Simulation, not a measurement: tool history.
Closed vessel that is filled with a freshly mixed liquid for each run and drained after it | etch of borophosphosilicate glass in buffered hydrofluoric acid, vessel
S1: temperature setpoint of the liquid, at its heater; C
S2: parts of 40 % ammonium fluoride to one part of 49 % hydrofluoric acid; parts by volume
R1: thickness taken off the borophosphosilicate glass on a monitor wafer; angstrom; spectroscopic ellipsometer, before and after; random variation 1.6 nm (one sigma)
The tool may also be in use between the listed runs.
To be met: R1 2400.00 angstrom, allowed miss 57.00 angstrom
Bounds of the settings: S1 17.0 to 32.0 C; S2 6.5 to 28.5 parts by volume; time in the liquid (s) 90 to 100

Run 1, hour 0.0: S1 24.0 C, S2 17.5 parts by volume, time in the liquid (s) 90. Result: R1 966.72 angstrom.
Run 2, hour 1.5: S1 20.5 C, S2 17.5 parts by volume, time in the liquid (s) 90. Result: R1 792.43 angstrom.
Run 3, hour 9.8: S1 22.5 C, S2 16.0 parts by volume, time in the liquid (s) 90. Result: R1 982.96 angstrom.
Run 4, hour 17.9: S1 22.5 C, S2 16.0 parts by volume, time in the liquid (s) 100. Result: R1 1079.40 angstrom.
Run 5, hour 20.6: S1 24.0 C, S2 15.0 parts by volume, time in the liquid (s) 100. Result: R1 1248.70 angstrom.
Run 6, hour 21.2: S1 25.5 C, S2 14.0 parts by volume, time in the liquid (s) 100. Result: R1 1446.70 angstrom.
Run 7, hour 26.0: S1 26.5 C, S2 13.5 parts by volume, time in the liquid (s) 100. Result: R1 1606.00 angstrom.
Run 8, hour 27.8: S1 27.5 C, S2 13.5 parts by volume, time in the liquid (s) 100. Result: R1 1650.20 angstrom.
Run 9, hour 29.6: S1 28.0 C, S2 13.0 parts by volume, time in the liquid (s) 100. Result: R1 1775.20 angstrom.
Run 10, hour 33.6: S1 32.0 C, S2 11.5 parts by volume, time in the liquid (s) 100. Result: R1 2475.90 angstrom.

Which of these 4 next moves meets every target?
Run A, hour 37.6: S1 30.5 C, S2 9.0 parts by volume, time in the liquid (s) 90. Result: R1 ?.
Run B, hour 37.6: S1 31.5 C, S2 11.0 parts by volume, time in the liquid (s) 95. Result: R1 ?.
Run C, hour 37.6: S1 31.0 C, S2 9.5 parts by volume, time in the liquid (s) 90. Result: R1 ?.
Run D, hour 37.6: S1 32.0 C, S2 11.0 parts by volume, time in the liquid (s) 100. Result: R1 ?.

move       R1
   A  2510.50
   B  2377.60
   C  2489.30
   D  2567.90
A: further off than the last run
B: meets every target
C: further off than the last run
D: further off than the last run
Answer: B

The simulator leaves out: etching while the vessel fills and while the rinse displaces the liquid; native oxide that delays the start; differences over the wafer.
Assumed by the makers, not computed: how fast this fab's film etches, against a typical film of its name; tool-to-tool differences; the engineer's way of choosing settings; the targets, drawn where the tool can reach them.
